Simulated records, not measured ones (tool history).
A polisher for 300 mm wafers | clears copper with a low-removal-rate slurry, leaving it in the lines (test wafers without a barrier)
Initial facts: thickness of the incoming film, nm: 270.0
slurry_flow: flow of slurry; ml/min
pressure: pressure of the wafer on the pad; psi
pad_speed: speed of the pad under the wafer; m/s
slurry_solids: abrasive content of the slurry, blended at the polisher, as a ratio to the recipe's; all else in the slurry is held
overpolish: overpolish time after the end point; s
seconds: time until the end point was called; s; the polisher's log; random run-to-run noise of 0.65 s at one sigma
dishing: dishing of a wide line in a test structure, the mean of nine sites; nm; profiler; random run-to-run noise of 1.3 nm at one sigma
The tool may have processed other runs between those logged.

run	day	slurry_flow	pressure	pad_speed	slurry_solids	overpolish	seconds	dishing
1	0.000	155	3.2	0.98	1.0	16	80.402	31.505
2	0.321	155	3.7	1.00	1.0	16	70.565	39.132
3	0.588	160	4.1	1.04	1.0	14	60.667	37.690
4	0.675	160	4.8	1.04	1.0	14	52.117	45.714
5	0.775	160	4.9	1.06	1.0	14	50.419	45.364
6	1.042	160	4.9	1.08	1.0	14	50.163	45.667
7	1.233	165	4.9	1.10	1.0	14	48.335	46.007

What will run 8 give?
8	1.283	165	4.9	1.12	1.0	14	?	?

Logged for run 8: seconds 48.135 s, dishing 47.490 nm.
